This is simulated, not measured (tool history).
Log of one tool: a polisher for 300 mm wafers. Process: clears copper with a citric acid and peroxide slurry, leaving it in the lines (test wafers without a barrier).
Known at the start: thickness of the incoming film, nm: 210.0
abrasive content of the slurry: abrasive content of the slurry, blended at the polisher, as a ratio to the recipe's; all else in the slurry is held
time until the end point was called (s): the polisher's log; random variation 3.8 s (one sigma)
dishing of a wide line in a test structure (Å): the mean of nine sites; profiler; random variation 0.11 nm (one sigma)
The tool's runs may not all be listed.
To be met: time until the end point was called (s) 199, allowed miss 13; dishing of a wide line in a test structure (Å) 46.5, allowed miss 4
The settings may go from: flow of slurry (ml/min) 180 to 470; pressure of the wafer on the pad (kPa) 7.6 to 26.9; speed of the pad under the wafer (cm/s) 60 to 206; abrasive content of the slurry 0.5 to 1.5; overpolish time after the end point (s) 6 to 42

| run | hour | flow of slurry (ml/min) | pressure of the wafer on the pad (kPa) | speed of the pad under the wafer (cm/s) | abrasive content of the slurry | overpolish time after the end point (s) | time until the end point was called (s) | dishing of a wide line in a test structure (Å) |
|---|---|---|---|---|---|---|---|---|
| 1 | 0 | 300 | 17.2 | 132 | 1 | 21 | 95.912 | 297.19 |
| 2 | 5.5 | 255 | 17.2 | 132 | 1 | 21 | 97.283 | 297.94 |
| 3 | 14.4 | 310 | 14.5 | 118 | 1 | 17 | 127.67 | 192.89 |
| 4 | 16.4 | 350 | 12.4 | 110 | 1.05 | 14 | 152.86 | 135.94 |
| 5 | 22.6 | 350 | 12.4 | 98 | 1.05 | 14 | 166.17 | 119.13 |
| 6 | 25.8 | 380 | 12.4 | 88 | 1.15 | 12 | 185.66 | 91.833 |
| 7 | 29.8 | 405 | 13.1 | 80 | 1.25 | 10 | 180.13 | 78.159 |
| 8 | 31 | 420 | 13.1 | 74 | 1.3 | 9 | 198.32 | 69.646 |
| 9 | 32.4 | 435 | 13.1 | 70 | 1.35 | 8 | 204.6 | 58.429 |
| 10 | 33.6 | 445 | 13.8 | 68 | 1.4 | 7 | 205.34 | 52.851 |
| 11 | 37.4 | 445 | 13.8 | 68 | 1.4 | 7 | 200.75 | 55.487 |
| 12 | 43.7 | 450 | 13.8 | 66 | 1.45 | 7 | 201.77 | 53.312 |
| 13 | 46.8 | 450 | 13.8 | 66 | 1.45 | 7 | 208.29 | 53.43 |
| 14 | 52.7 | 455 | 14.5 | 64 | 1.45 | 7 | 198.35 | 51.516 |
| 15 | 56.9 | 460 | 14.5 | 64 | 1.45 | 7 | 200.98 | 52.46 |

5 next moves are on the table. One of them brings every result within its allowed miss. Which?
| A | 61.1 | 470 | 13.8 | 68 | 1.35 | 6 | ? | ? |
| B | 61.1 | 460 | 13.8 | 60 | 1.4 | 9 | ? | ? |
| C | 61.1 | 445 | 11.7 | 94 | 1.5 | 6 | ? | ? |
| D | 61.1 | 430 | 13.1 | 86 | 1.45 | 6 | ? | ? |
| E | 61.1 | 405 | 13.1 | 88 | 1.4 | 6 | ? | ? |

| move | time until the end point was called (s) | dishing of a wide line in a test structure (Å) |
|---|---|---|
| A | 198.47 | 48.034 |
| B | 221.19 | 64.175 |
| C | 166.67 | 56.851 |
| D | 164.97 | 57.492 |
| E | 163.54 | 57.981 |
A: meets every target
B: further off than the last run
C: further off than the last run
D: further off than the last run
E: further off than the last run
The right move is A.

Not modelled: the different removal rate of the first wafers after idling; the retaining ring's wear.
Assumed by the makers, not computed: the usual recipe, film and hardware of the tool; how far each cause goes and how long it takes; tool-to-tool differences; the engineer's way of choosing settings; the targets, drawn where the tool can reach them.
